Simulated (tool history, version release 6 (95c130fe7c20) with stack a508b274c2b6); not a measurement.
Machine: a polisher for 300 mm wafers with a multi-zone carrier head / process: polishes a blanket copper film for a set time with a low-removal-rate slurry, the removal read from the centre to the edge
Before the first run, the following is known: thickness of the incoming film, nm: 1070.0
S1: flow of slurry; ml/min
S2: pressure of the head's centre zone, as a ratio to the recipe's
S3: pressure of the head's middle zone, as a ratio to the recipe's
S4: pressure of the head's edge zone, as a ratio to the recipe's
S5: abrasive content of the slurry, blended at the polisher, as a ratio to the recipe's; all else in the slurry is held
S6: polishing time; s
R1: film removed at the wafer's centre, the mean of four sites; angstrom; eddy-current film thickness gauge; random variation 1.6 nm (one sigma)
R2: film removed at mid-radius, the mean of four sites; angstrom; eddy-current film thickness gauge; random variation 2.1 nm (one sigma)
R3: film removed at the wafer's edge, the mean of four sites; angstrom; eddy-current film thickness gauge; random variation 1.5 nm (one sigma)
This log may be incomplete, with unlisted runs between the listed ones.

{"run": 1, "day": 0.0, "S1": 170, "S2": 1, "S3": 1, "S4": 1, "S5": 1, "S6": 50, "R1": 2001.1, "R2": 1981.5, "R3": 1976.9}
{"run": 2, "day": 0.1, "S1": 170, "S2": 1, "S3": 1, "S4": 1, "S5": 0.85, "S6": 50, "R1": 1973.5, "R2": 1890.1, "R3": 1965.4}
{"run": 3, "day": 0.196, "S1": 170, "S2": 1, "S3": 0.92, "S4": 1, "S5": 0.85, "S6": 50, "R1": 1956.5, "R2": 1770.7, "R3": 1935.3}
{"run": 4, "day": 0.454, "S1": 170, "S2": 1.01, "S3": 0.94, "S4": 0.98, "S5": 0.85, "S6": 49, "R1": 1949.4, "R2": 1763.3, "R3": 1900.5}
{"run": 5, "day": 0.8, "S1": 170, "S2": 1.02, "S3": 0.97, "S4": 0.96, "S5": 0.85, "S6": 48, "R1": 1903, "R2": 1763.3, "R3": 1834.7}
{"run": 6, "day": 0.871, "S1": 170, "S2": 1.02, "S3": 0.97, "S4": 0.96, "S5": 0.65, "S6": 48, "R1": 1818.9, "R2": 1705.1, "R3": 1741.7}
{"run": 7, "day": 0.992, "S1": 175, "S2": 1.03, "S3": 0.98, "S4": 0.95, "S5": 0.65, "S6": 48, "R1": 1855.8, "R2": 1759.4, "R3": 1765.1}

Forecast run 8:
{"run": 8, "day": 1.262, "S1": 175, "S2": 1.04, "S3": 0.99, "S4": 0.94, "S5": 0.65, "S6": 48, "R1": "?", "R2": "?", "R3": "?"}

R1: 1835.4 angstrom
R2: 1763.9 angstrom
R3: 1753.3 angstrom

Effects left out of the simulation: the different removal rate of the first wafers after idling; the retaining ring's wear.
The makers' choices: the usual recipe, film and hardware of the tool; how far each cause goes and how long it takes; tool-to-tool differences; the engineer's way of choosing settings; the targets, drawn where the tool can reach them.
